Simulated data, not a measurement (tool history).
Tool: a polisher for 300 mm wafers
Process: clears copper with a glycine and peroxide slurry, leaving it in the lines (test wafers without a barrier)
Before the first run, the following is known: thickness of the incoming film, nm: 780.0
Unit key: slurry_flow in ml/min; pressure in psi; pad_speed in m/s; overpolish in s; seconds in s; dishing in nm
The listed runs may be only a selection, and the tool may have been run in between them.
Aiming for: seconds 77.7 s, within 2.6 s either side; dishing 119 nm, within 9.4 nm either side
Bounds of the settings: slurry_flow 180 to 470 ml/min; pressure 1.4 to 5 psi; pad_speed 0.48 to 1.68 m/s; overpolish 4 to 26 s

{"run": 1, "hour": 0.0, "slurry_flow": 300, "pressure": 3.2, "pad_speed": 1.08, "overpolish": 13, "seconds": 104.35, "dishing": 64.326}
{"run": 2, "hour": 7.2, "slurry_flow": 340, "pressure": 3.2, "pad_speed": 1.08, "overpolish": 13, "seconds": 102.99, "dishing": 64.304}
{"run": 3, "hour": 11.5, "slurry_flow": 340, "pressure": 3.8, "pad_speed": 1.08, "overpolish": 13, "seconds": 88.358, "dishing": 72.617}
{"run": 4, "hour": 20.3, "slurry_flow": 340, "pressure": 4, "pad_speed": 1.08, "overpolish": 15, "seconds": 84.337, "dishing": 83.116}
{"run": 5, "hour": 21.1, "slurry_flow": 340, "pressure": 4, "pad_speed": 1.08, "overpolish": 9, "seconds": 84.313, "dishing": 58.387}
{"run": 6, "hour": 29.1, "slurry_flow": 340, "pressure": 3.3, "pad_speed": 1.08, "overpolish": 9, "seconds": 100.53, "dishing": 47.975}
{"run": 7, "hour": 34.2, "slurry_flow": 335, "pressure": 3.6, "pad_speed": 1.08, "overpolish": 12, "seconds": 92.654, "dishing": 65.565}
{"run": 8, "hour": 39.4, "slurry_flow": 330, "pressure": 3.8, "pad_speed": 1.08, "overpolish": 14, "seconds": 88.573, "dishing": 76.848}
{"run": 9, "hour": 41.9, "slurry_flow": 330, "pressure": 4, "pad_speed": 1.08, "overpolish": 16, "seconds": 84.871, "dishing": 83.035}

Exercise: of the 5 proposed moves below, exactly one satisfies all targets within the stated allowed misses. Which move is it?
{"run": "A", "hour": 44.4, "slurry_flow": 340, "pressure": 3.7, "pad_speed": 1.36, "overpolish": 23, "seconds": "?", "dishing": "?"}
{"run": "B", "hour": 44.4, "slurry_flow": 290, "pressure": 3.5, "pad_speed": 1.22, "overpolish": 8, "seconds": "?", "dishing": "?"}
{"run": "C", "hour": 44.4, "slurry_flow": 310, "pressure": 4.6, "pad_speed": 1.18, "overpolish": 17, "seconds": "?", "dishing": "?"}
{"run": "D", "hour": 44.4, "slurry_flow": 300, "pressure": 4, "pad_speed": 1.14, "overpolish": 17, "seconds": "?", "dishing": "?"}
{"run": "E", "hour": 44.4, "slurry_flow": 360, "pressure": 4.7, "pad_speed": 1.02, "overpolish": 9, "seconds": "?", "dishing": "?"}

move=A seconds=77.441 dishing=112.47
move=B seconds=89.203 dishing=47.948
move=C seconds=71.18 dishing=101.87
move=D seconds=82.878 dishing=91.058
move=E seconds=76.313 dishing=61.1
A: all results in spec
B: its largest miss is bigger than the last run's
C: closer than the last run, but not yet in spec
D: closer than the last run, but not yet in spec
E: its largest miss is bigger than the last run's
The move that meets every target is A.
